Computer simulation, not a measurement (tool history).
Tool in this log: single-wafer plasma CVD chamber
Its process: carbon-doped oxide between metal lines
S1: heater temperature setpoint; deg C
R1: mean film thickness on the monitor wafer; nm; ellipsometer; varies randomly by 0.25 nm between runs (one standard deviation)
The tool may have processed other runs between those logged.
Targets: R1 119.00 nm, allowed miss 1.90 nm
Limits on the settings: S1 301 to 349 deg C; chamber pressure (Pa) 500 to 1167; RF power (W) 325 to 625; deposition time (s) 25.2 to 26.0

{"run": 1, "hour": 0.0, "S1": 325, "chamber pressure (Pa)": 833, "RF power (W)": 475, "deposition time (s)": 25.2, "R1": 131.27}
{"run": 2, "hour": 8.7, "S1": 332, "chamber pressure (Pa)": 833, "RF power (W)": 475, "deposition time (s)": 25.2, "R1": 126.89}
{"run": 3, "hour": 15.8, "S1": 336, "chamber pressure (Pa)": 833, "RF power (W)": 475, "deposition time (s)": 25.2, "R1": 125.62}
{"run": 4, "hour": 20.2, "S1": 336, "chamber pressure (Pa)": 756, "RF power (W)": 475, "deposition time (s)": 25.2, "R1": 124.93}
{"run": 5, "hour": 24.5, "S1": 337, "chamber pressure (Pa)": 751, "RF power (W)": 475, "deposition time (s)": 25.2, "R1": 124.13}
{"run": 6, "hour": 26.4, "S1": 337, "chamber pressure (Pa)": 751, "RF power (W)": 420, "deposition time (s)": 25.2, "R1": 111.89}
{"run": 7, "hour": 34.6, "S1": 335, "chamber pressure (Pa)": 760, "RF power (W)": 420, "deposition time (s)": 25.2, "R1": 113.13}
{"run": 8, "hour": 42.5, "S1": 333, "chamber pressure (Pa)": 768, "RF power (W)": 420, "deposition time (s)": 25.2, "R1": 114.13}
{"run": 9, "hour": 51.2, "S1": 332, "chamber pressure (Pa)": 775, "RF power (W)": 420, "deposition time (s)": 25.2, "R1": 114.62}
{"run": 10, "hour": 53.9, "S1": 331, "chamber pressure (Pa)": 780, "RF power (W)": 420, "deposition time (s)": 25.2, "R1": 114.91}

Exercise: of the 4 proposed moves below, exactly one satisfies all targets within the stated allowed misses. Which move is it?
{"run": "A", "hour": 56.6, "S1": 329, "chamber pressure (Pa)": 781, "RF power (W)": 400, "deposition time (s)": 25.8, "R1": "?"}
{"run": "B", "hour": 56.6, "S1": 328, "chamber pressure (Pa)": 839, "RF power (W)": 430, "deposition time (s)": 25.2, "R1": "?"}
{"run": "C", "hour": 56.6, "S1": 329, "chamber pressure (Pa)": 699, "RF power (W)": 420, "deposition time (s)": 25.2, "R1": "?"}
{"run": "D", "hour": 56.6, "S1": 330, "chamber pressure (Pa)": 731, "RF power (W)": 400, "deposition time (s)": 26.0, "R1": "?"}

move=A R1=113.83
move=B R1=119.61
move=C R1=114.87
move=D R1=113.60
A: further off than the last run
B: every result lands within tolerance
C: neither nearer nor further off than the last run
D: further off than the last run
So the answer is move B, the one that meets all the targets.

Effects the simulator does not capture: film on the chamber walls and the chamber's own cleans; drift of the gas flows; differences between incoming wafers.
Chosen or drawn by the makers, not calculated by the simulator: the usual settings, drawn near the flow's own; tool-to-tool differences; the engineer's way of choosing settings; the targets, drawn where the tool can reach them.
